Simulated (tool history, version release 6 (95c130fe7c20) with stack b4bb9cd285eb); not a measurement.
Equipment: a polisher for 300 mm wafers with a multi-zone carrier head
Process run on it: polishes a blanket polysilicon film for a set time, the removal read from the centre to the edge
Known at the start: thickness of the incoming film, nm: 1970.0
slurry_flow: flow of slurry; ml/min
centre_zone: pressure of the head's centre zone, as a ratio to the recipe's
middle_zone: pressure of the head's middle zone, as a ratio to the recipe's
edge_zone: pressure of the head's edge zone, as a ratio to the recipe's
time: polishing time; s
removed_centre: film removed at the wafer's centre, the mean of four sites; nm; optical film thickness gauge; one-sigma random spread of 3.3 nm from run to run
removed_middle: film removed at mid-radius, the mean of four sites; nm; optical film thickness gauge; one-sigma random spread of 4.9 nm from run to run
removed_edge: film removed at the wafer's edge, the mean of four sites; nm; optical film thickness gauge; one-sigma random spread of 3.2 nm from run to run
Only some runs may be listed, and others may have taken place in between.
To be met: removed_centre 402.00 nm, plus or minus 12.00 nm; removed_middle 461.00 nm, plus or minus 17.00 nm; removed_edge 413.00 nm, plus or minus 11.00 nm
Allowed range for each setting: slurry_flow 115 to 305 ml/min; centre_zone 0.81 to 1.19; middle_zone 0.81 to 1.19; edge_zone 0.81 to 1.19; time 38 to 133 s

run,day,slurry_flow,centre_zone,middle_zone,edge_zone,time,removed_centre,removed_middle,removed_edge
1,0.000,195,1.00,1.00,1.00,85,519.81,516.47,508.91
2,0.229,195,1.00,1.00,0.96,85,527.19,513.52,493.94
3,0.300,195,1.08,1.00,0.96,85,553.56,522.08,500.36
4,0.592,195,1.08,1.00,0.89,85,542.44,505.65,486.76
5,0.696,165,1.08,1.00,0.89,85,527.16,497.04,466.33
6,0.942,155,1.01,1.01,0.88,84,499.98,497.65,453.45
7,1.046,150,0.95,1.01,0.90,82,455.39,471.89,451.60
8,1.300,130,0.88,1.07,0.81,78,405.11,456.10,398.92

Exercise: of the 4 proposed moves below, exactly one satisfies all targets within the stated allowed misses. Which move is it?
A,1.554,130,0.84,1.17,0.81,80,?,?,?
B,1.554,115,0.88,1.07,0.85,80,?,?,?
C,1.554,165,0.89,1.13,0.81,73,?,?,?
D,1.554,135,0.94,1.18,0.81,80,?,?,?

move,removed_centre,removed_middle,removed_edge
A,403.12,493.33,409.30
B,402.60,450.06,410.31
C,403.08,459.98,386.33
D,439.41,500.20,411.61
A: puts the biggest miss on target and leaves a different result outside tolerance
B: every result lands within tolerance
C: lands further from the targets than the last run did
D: puts the biggest miss on target and leaves a different result outside tolerance
The right move is B.
